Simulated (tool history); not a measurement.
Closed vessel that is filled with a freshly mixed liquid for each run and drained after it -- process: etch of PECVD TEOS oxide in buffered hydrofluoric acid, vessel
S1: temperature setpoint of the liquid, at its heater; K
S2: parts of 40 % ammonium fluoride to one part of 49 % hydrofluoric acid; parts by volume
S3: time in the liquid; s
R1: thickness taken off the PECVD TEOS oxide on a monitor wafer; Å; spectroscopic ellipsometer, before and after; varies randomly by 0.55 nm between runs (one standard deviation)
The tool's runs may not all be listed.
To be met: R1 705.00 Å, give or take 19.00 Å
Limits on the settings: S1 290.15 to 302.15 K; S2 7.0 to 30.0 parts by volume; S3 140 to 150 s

{"run": 1, "day": 0.0, "S1": 294.15, "S2": 20.0, "S3": 140, "R1": 1060.4}
{"run": 2, "day": 0.367, "S1": 293.65, "S2": 20.5, "S3": 140, "R1": 1009.7}
{"run": 3, "day": 0.754, "S1": 293.65, "S2": 25.5, "S3": 140, "R1": 863.26}
{"run": 4, "day": 0.908, "S1": 293.65, "S2": 25.5, "S3": 150, "R1": 927.53}
{"run": 5, "day": 1.062, "S1": 293.15, "S2": 26.0, "S3": 150, "R1": 893.98}
{"run": 6, "day": 1.367, "S1": 293.15, "S2": 26.0, "S3": 140, "R1": 813.29}
{"run": 7, "day": 1.679, "S1": 292.65, "S2": 26.0, "S3": 140, "R1": 793.27}
{"run": 8, "day": 1.796, "S1": 292.65, "S2": 26.0, "S3": 140, "R1": 800.11}
{"run": 9, "day": 2.129, "S1": 292.15, "S2": 26.0, "S3": 140, "R1": 767.87}
{"run": 10, "day": 2.383, "S1": 291.65, "S2": 26.0, "S3": 140, "R1": 758.5}

Next run, 5 choices. One meets every target within its allowed miss, the rest don't. Which?
{"run": "A", "day": 2.638, "S1": 291.15, "S2": 28.0, "S3": 140, "R1": "?"}
{"run": "B", "day": 2.638, "S1": 290.65, "S2": 26.5, "S3": 150, "R1": "?"}
{"run": "C", "day": 2.638, "S1": 290.65, "S2": 25.0, "S3": 145, "R1": "?"}
{"run": "D", "day": 2.638, "S1": 291.15, "S2": 30.0, "S3": 140, "R1": "?"}
{"run": "E", "day": 2.638, "S1": 290.15, "S2": 22.0, "S3": 145, "R1": "?"}

move=A R1=699.92
move=B R1=757.14
move=C R1=762.05
move=D R1=667.24
move=E R1=809.05
A: meets every target
B: neither nearer nor further off than the last run
C: the biggest miss grows against the last run
D: pushes the last run's worst result past its target
E: the biggest miss grows against the last run
Go with A: it meets all targets.
